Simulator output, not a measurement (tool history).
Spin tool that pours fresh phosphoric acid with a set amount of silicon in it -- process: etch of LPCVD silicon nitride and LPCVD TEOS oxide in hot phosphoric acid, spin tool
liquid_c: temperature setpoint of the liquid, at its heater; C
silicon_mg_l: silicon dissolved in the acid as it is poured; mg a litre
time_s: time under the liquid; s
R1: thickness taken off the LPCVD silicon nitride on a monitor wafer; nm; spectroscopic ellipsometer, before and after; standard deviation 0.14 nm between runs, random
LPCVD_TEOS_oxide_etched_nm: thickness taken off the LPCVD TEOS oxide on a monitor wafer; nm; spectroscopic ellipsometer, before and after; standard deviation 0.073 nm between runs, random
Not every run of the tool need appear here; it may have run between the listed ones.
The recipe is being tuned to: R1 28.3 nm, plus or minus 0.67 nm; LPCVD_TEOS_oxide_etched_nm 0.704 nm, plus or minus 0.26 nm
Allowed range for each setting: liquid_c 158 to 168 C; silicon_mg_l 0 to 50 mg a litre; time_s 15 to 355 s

Run 1, hour 0: liquid_c 163 C, silicon_mg_l 25.5 mg a litre, time_s 180 s. Result: R1 17.562 nm, LPCVD_TEOS_oxide_etched_nm 0.27494 nm.
Run 2, hour 6.3: liquid_c 163 C, silicon_mg_l 25.5 mg a litre, time_s 150 s. Result: R1 14.706 nm, LPCVD_TEOS_oxide_etched_nm 0.18329 nm.
Run 3, hour 11.4: liquid_c 163 C, silicon_mg_l 25.5 mg a litre, time_s 185 s. Result: R1 18.259 nm, LPCVD_TEOS_oxide_etched_nm 0.35351 nm.
Run 4, hour 15.8: liquid_c 163 C, silicon_mg_l 19 mg a litre, time_s 185 s. Result: R1 18.186 nm, LPCVD_TEOS_oxide_etched_nm 0.30695 nm.
Run 5, hour 24.1: liquid_c 164 C, silicon_mg_l 19 mg a litre, time_s 185 s. Result: R1 18.523 nm, LPCVD_TEOS_oxide_etched_nm 0.41191 nm.
Run 6, hour 29.2: liquid_c 165 C, silicon_mg_l 19 mg a litre, time_s 185 s. Result: R1 19.256 nm, LPCVD_TEOS_oxide_etched_nm 0.429 nm.
Run 7, hour 37.8: liquid_c 165.5 C, silicon_mg_l 21 mg a litre, time_s 195 s. Result: R1 20.638 nm, LPCVD_TEOS_oxide_etched_nm 0.46696 nm.
Run 8, hour 43.4: liquid_c 166 C, silicon_mg_l 22.5 mg a litre, time_s 205 s. Result: R1 22.105 nm, LPCVD_TEOS_oxide_etched_nm 0.52445 nm.
Run 9, hour 46.8: liquid_c 166 C, silicon_mg_l 23.5 mg a litre, time_s 210 s. Result: R1 22.459 nm, LPCVD_TEOS_oxide_etched_nm 0.44556 nm.
Run 10, hour 49: liquid_c 166 C, silicon_mg_l 23 mg a litre, time_s 215 s. Result: R1 23.11 nm, LPCVD_TEOS_oxide_etched_nm 0.51776 nm.

Exactly one of the 5 candidate moves below puts every result within its allowed miss. Which one?
Run A, hour 51.2: liquid_c 165.5 C, silicon_mg_l 14 mg a litre, time_s 165 s. Result: R1 ?, LPCVD_TEOS_oxide_etched_nm ?.
Run B, hour 51.2: liquid_c 165.5 C, silicon_mg_l 29.5 mg a litre, time_s 240 s. Result: R1 ?, LPCVD_TEOS_oxide_etched_nm ?.
Run C, hour 51.2: liquid_c 164 C, silicon_mg_l 18.5 mg a litre, time_s 295 s. Result: R1 ?, LPCVD_TEOS_oxide_etched_nm ?.
Run D, hour 51.2: liquid_c 165 C, silicon_mg_l 14.5 mg a litre, time_s 270 s. Result: R1 ?, LPCVD_TEOS_oxide_etched_nm ?.
Run E, hour 51.2: liquid_c 163.5 C, silicon_mg_l 37 mg a litre, time_s 280 s. Result: R1 ?, LPCVD_TEOS_oxide_etched_nm ?.

move      R1  LPCVD_TEOS_oxide_etched_nm
   A  17.406                     0.40453
   B  25.318                     0.36596
   C  29.624                     0.57752
   D   28.02                     0.63065
   E  27.657                     0.26065
A: lands further from the targets than the last run did
B: better than the last run, though not everything is in spec
C: the result that was furthest off in the last run now lies on the other side of its target
D: every result within its allowed miss
E: meets the target for the result that was furthest off, but another lies outside its allowed miss
D is the move that brings every result within its allowed miss.
